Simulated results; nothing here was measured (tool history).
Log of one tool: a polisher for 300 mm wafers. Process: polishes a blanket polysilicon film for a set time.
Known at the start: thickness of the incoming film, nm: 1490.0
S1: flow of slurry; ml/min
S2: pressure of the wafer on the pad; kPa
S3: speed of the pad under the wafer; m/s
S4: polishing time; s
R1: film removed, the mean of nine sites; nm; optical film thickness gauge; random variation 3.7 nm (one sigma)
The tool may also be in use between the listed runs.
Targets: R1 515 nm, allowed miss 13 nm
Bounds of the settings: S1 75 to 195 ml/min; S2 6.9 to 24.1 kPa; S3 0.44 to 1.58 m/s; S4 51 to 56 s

{"run": 1, "hour": 0.0, "S1": 125, "S2": 15.2, "S3": 1, "S4": 56, "R1": 313.13}
{"run": 2, "hour": 2.2, "S1": 135, "S2": 16.5, "S3": 1, "S4": 56, "R1": 345.15}
{"run": 3, "hour": 6.1, "S1": 140, "S2": 17.9, "S3": 1, "S4": 56, "R1": 377.23}
{"run": 4, "hour": 13.8, "S1": 140, "S2": 17.9, "S3": 1, "S4": 51, "R1": 335.67}
{"run": 5, "hour": 16.5, "S1": 145, "S2": 19.3, "S3": 1.02, "S4": 51, "R1": 375.22}
{"run": 6, "hour": 23.5, "S1": 150, "S2": 20.7, "S3": 1.04, "S4": 51, "R1": 405.34}
{"run": 7, "hour": 31.2, "S1": 150, "S2": 21.4, "S3": 1.06, "S4": 51, "R1": 429.15}
{"run": 8, "hour": 32.2, "S1": 155, "S2": 22.1, "S3": 1.08, "S4": 51, "R1": 448.64}
{"run": 9, "hour": 38.1, "S1": 155, "S2": 22.8, "S3": 1.1, "S4": 51, "R1": 479.18}
{"run": 10, "hour": 41.4, "S1": 155, "S2": 23.4, "S3": 1.1, "S4": 51, "R1": 499.14}

4 next moves are on the table. One of them brings every result within its allowed miss. Which?
{"run": "A", "hour": 44.7, "S1": 145, "S2": 23.4, "S3": 1.02, "S4": 55, "R1": "?"}
{"run": "B", "hour": 44.7, "S1": 165, "S2": 22.8, "S3": 1.04, "S4": 54, "R1": "?"}
{"run": "C", "hour": 44.7, "S1": 160, "S2": 24.1, "S3": 1.06, "S4": 54, "R1": "?"}
{"run": "D", "hour": 44.7, "S1": 170, "S2": 24.1, "S3": 1.04, "S4": 52, "R1": "?"}

move=A R1=484.65
move=B R1=478.47
move=C R1=514.43
move=D R1=489.86
A: further off than the last run
B: further off than the last run
C: meets every target
D: further off than the last run
Move C is the one to make.

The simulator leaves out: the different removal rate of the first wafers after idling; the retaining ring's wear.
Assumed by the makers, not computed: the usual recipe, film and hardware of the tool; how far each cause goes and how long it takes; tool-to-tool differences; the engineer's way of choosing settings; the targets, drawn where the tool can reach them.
